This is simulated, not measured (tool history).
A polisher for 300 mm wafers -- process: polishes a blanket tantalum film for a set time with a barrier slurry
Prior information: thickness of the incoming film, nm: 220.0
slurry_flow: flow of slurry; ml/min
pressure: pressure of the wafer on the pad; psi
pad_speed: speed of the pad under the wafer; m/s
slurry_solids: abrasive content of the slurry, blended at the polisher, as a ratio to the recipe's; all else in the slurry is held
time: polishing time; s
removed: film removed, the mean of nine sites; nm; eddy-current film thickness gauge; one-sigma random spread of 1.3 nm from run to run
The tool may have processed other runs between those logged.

run 1 hour=0 | slurry_flow=180 pressure=2.4 pad_speed=0.9 slurry_solids=1 time=37 | removed=77.374
run 2 hour=2.6 | slurry_flow=180 pressure=2.5 pad_speed=0.9 slurry_solids=1 time=37 | removed=81.993
run 3 hour=10 | slurry_flow=180 pressure=2.6 pad_speed=0.9 slurry_solids=1 time=37 | removed=83.45
run 4 hour=18 | slurry_flow=180 pressure=2.7 pad_speed=0.9 slurry_solids=1 time=37 | removed=87.629
run 5 hour=26.5 | slurry_flow=180 pressure=2.8 pad_speed=0.9 slurry_solids=1 time=37 | removed=88.537
run 6 hour=28.9 | slurry_flow=180 pressure=2.8 pad_speed=0.9 slurry_solids=0.85 time=37 | removed=85.198
run 7 hour=36.6 | slurry_flow=180 pressure=2.9 pad_speed=0.9 slurry_solids=0.85 time=37 | removed=88.317

Run 8 has not been measured yet. What should we expect?
run 8 hour=42.5 | slurry_flow=180 pressure=3 pad_speed=0.9 slurry_solids=0.85 time=37 | removed=?

removed: 93.123 nm
